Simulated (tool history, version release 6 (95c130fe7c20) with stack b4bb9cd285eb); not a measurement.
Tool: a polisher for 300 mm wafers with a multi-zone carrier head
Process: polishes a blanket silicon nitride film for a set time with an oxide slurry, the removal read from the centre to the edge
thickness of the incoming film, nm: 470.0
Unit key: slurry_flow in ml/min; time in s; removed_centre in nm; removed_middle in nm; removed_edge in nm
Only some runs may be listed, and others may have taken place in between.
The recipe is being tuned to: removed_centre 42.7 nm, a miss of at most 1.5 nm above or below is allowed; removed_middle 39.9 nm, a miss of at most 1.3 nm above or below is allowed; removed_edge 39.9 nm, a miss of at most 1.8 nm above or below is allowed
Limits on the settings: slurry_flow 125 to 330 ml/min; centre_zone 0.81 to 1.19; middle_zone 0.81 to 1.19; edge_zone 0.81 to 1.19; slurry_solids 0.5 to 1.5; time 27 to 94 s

run  hour  slurry_flow  centre_zone  middle_zone  edge_zone  slurry_solids  time  removed_centre  removed_middle  removed_edge
  1     0          210            1            1          1              1    60          39.157          35.372        35.047
  2   2.3          220            1         1.01       1.03              1    60          38.559          35.905         35.43
  3  10.9          225         1.01         1.01       1.05           1.05    60          40.283          36.724        36.607
  4  13.9          225         1.01         1.01       1.05           1.05    70           47.32          42.962        43.858
  5  18.8          225         1.01         1.01       1.05           1.05    80          53.233          48.874        49.754
  6  23.5          225         0.94         1.01       1.05           1.05    80          49.648            48.8        49.173
     29.6  -- centre zone pressure recalibrated
  7  29.6          220         0.93         0.99       1.01              1    80          44.732          47.135        47.974
  8  32.8          220         0.96         0.99       0.99           0.95    79          43.403           45.79         46.16

Exactly one of the 4 candidate moves below puts every result within its allowed miss. Which one?
  A    36          235         1.05         1.19       0.94            1.2    57               ?               ?             ?
  B    36          240         1.08         1.04       1.07           1.45    57               ?               ?             ?
  C    36          230         0.93         0.84       1.08            0.7    83               ?               ?             ?
  D    36          245         0.99         0.92       1.02              1    72               ?               ?             ?

move  removed_centre  removed_middle  removed_edge
   A          38.186          42.009        34.751
   B          41.996          40.156        39.642
   C          39.688          37.226        43.994
   D          42.587          40.273        42.932
A: nearer the targets than the last run, but a result is still out of spec
B: every result lands within tolerance
C: takes the biggest miss from the last run beyond its target
D: brings the last run's worst result on target, with another outside its allowed miss
B meets every target.
